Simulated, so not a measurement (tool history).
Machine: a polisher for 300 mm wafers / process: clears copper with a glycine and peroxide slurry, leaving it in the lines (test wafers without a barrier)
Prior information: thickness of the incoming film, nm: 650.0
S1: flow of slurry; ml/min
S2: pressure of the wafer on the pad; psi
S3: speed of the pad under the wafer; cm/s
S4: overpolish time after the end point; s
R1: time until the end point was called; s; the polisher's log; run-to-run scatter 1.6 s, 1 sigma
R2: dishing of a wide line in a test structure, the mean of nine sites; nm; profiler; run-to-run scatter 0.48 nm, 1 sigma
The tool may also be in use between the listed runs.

run 1 day=0.000 | S1=195 S2=2.2 S3=108 S4=20 | R1=131.51 R2=55.089
run 2 day=0.342 | S1=195 S2=1.8 S3=108 S4=20 | R1=155.13 R2=47.529
run 3 day=0.571 | S1=190 S2=1.7 S3=120 S4=17 | R1=144.52 R2=42.778
run 4 day=0.638 | S1=175 S2=1.6 S3=130 S4=14 | R1=143.76 R2=37.578
run 5 day=0.733 | S1=175 S2=1.5 S3=140 S4=12 | R1=140.26 R2=34.245
run 6 day=0.871 | S1=175 S2=1.5 S3=140 S4=6 | R1=139.16 R2=17.177
run 7 day=0.962 | S1=170 S2=1.5 S3=142 S4=7 | R1=139.69 R2=20.144

Expected results for the next run?
run 8 day=1.025 | S1=170 S2=1.5 S3=144 S4=7 | R1=? R2=?

{"run 8": {"R1": 138.48, "R2": 20.608}}
